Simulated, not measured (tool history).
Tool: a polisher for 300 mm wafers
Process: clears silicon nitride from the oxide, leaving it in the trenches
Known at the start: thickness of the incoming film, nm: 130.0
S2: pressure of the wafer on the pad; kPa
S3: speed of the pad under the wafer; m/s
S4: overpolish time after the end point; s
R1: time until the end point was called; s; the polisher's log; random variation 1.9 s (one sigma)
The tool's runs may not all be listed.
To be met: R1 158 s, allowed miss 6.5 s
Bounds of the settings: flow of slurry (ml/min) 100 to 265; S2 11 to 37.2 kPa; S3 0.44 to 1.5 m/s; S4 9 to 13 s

{"run": 1, "hour": 0.0, "flow of slurry (ml/min)": 170, "S2": 24.1, "S3": 0.96, "S4": 13, "R1": 135.92}
{"run": 2, "hour": 5.4, "flow of slurry (ml/min)": 205, "S2": 24.1, "S3": 0.96, "S4": 13, "R1": 132.56}
{"run": 3, "hour": 10.6, "flow of slurry (ml/min)": 205, "S2": 23.4, "S3": 0.96, "S4": 13, "R1": 137.18}
{"run": 4, "hour": 15.6, "flow of slurry (ml/min)": 205, "S2": 23.4, "S3": 1.16, "S4": 13, "R1": 114.05}
{"run": 5, "hour": 23.1, "flow of slurry (ml/min)": 205, "S2": 22.1, "S3": 1.16, "S4": 13, "R1": 121.25}
{"run": 6, "hour": 31.1, "flow of slurry (ml/min)": 205, "S2": 22.1, "S3": 1.3, "S4": 13, "R1": 109.54}
{"run": 7, "hour": 38.7, "flow of slurry (ml/min)": 205, "S2": 20.7, "S3": 1.3, "S4": 13, "R1": 118.88}
{"hour": 41.2, "done": "slurry nozzle cleaned"}
{"run": 8, "hour": 41.2, "flow of slurry (ml/min)": 205, "S2": 20, "S3": 1.3, "S4": 13, "R1": 115.5}
{"run": 9, "hour": 48.8, "flow of slurry (ml/min)": 205, "S2": 18.6, "S3": 1.3, "S4": 13, "R1": 123.78}
{"run": 10, "hour": 50.5, "flow of slurry (ml/min)": 205, "S2": 17.2, "S3": 1.3, "S4": 13, "R1": 135.67}
{"run": 11, "hour": 51.5, "flow of slurry (ml/min)": 205, "S2": 16.5, "S3": 1.3, "S4": 13, "R1": 136.1}
{"run": 12, "hour": 58.0, "flow of slurry (ml/min)": 205, "S2": 15.9, "S3": 1.3, "S4": 13, "R1": 141.73}

4 next moves are on the table. One of them brings every result within its allowed miss. Which?
{"run": "A", "hour": 64.5, "flow of slurry (ml/min)": 175, "S2": 14.5, "S3": 1.16, "S4": 9, "R1": "?"}
{"run": "B", "hour": 64.5, "flow of slurry (ml/min)": 195, "S2": 14.5, "S3": 1.48, "S4": 13, "R1": "?"}
{"run": "C", "hour": 64.5, "flow of slurry (ml/min)": 220, "S2": 13.8, "S3": 1.36, "S4": 9, "R1": "?"}
{"run": "D", "hour": 64.5, "flow of slurry (ml/min)": 205, "S2": 15.9, "S3": 1.4, "S4": 10, "R1": "?"}

move=A R1=177.92
move=B R1=140.33
move=C R1=156.79
move=D R1=134.69
A: takes the result that was furthest off past its target
B: further off than the last run
C: meets every target
D: further off than the last run
The right move is C.

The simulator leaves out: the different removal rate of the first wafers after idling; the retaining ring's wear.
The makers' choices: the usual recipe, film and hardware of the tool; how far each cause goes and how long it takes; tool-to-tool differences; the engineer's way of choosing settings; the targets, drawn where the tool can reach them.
